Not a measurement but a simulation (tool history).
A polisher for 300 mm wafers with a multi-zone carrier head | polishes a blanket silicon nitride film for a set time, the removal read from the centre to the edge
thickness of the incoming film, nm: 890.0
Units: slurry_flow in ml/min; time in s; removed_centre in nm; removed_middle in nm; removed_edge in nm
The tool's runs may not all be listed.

run    day  slurry_flow  centre_zone  middle_zone  edge_zone  time  removed_centre  removed_middle  removed_edge
  1      0          175            1            1          1    85          214.98          216.37        219.47
  2  0.188          175            1            1       1.05    85          214.99          212.72        224.88
  3  0.325          175            1            1       1.05   106          265.18          272.22        275.75
  4  0.667          175            1         1.02       1.03    99          245.16          260.04        259.42
  5  0.838          175         0.94         1.02       1.03    99          237.13          257.69        256.05
  6  1.058          175         0.94         1.02       1.03    81          195.76          207.25        210.88
  7  1.304          175         0.94         1.03       1.01    77          185.24          196.21        197.69
  8  1.467          175         0.94         1.04       0.99    74          176.99          188.66        189.62
  9  1.767          180         0.95         1.06       0.97    71          169.72          192.47        187.58
 10  2.133          170         0.97         1.06       0.95    69          170.19          181.49        174.15
 11  2.383          165         0.97         1.07       0.93    68          165.55          177.21        167.32
 12  2.617          160         0.97         1.08       0.92    67          163.04          176.51        164.92
 13  2.796          160         0.97         1.08       0.92    67          161.31          177.57        164.38

Run 14 comes next. What will it give?
 14  2.854          160         0.97         1.08       0.92    67               ?               ?             ?

Run 14 gave removed_centre 161.79 nm, removed_middle 175.5 nm, removed_edge 163.44 nm.
